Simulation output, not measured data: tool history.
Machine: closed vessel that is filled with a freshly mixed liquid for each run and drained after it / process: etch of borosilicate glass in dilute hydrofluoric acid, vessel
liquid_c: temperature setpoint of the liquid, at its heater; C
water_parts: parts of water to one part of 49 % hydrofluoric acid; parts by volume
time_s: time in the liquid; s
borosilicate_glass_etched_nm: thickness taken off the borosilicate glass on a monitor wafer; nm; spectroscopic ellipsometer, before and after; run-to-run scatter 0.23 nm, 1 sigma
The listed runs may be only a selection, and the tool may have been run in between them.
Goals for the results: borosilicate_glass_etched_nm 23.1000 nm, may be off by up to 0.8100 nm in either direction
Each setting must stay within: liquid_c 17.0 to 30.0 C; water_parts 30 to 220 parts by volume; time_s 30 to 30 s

run,day,liquid_c,water_parts,time_s,borosilicate_glass_etched_nm
1,0.000,22.0,125,30,10.7750
2,0.308,22.0,150,30,8.4589
3,0.492,22.0,150,30,8.5285
4,0.558,22.0,165,30,7.8095
5,0.912,22.0,165,30,7.7043
6,0.979,23.5,145,30,9.5669
7,1.275,24.5,130,30,11.3410
8,1.396,25.5,120,30,12.9190
9,1.488,29.5,70,30,27.5410
10,1.738,29.0,70,30,27.2060
11,1.975,28.5,70,30,26.2040
12,2.321,28.0,70,30,26.0200
13,2.588,27.5,70,30,24.9500
14,2.742,26.5,70,30,24.3720

Which of these 4 next moves meets every target?
A,2.896,27.0,80,30,?
B,2.896,23.0,70,30,?
C,2.896,27.0,65,30,?
D,2.896,25.5,70,30,?

move,borosilicate_glass_etched_nm
A,21.7080
B,21.4180
C,27.2750
D,23.6960
A: moves the result that the last run missed by most past its target, out the other side
B: moves the result that the last run missed by most past its target, out the other side
C: lands further from the targets than the last run did
D: all results in spec
So the answer is move D, the one that meets all the targets.
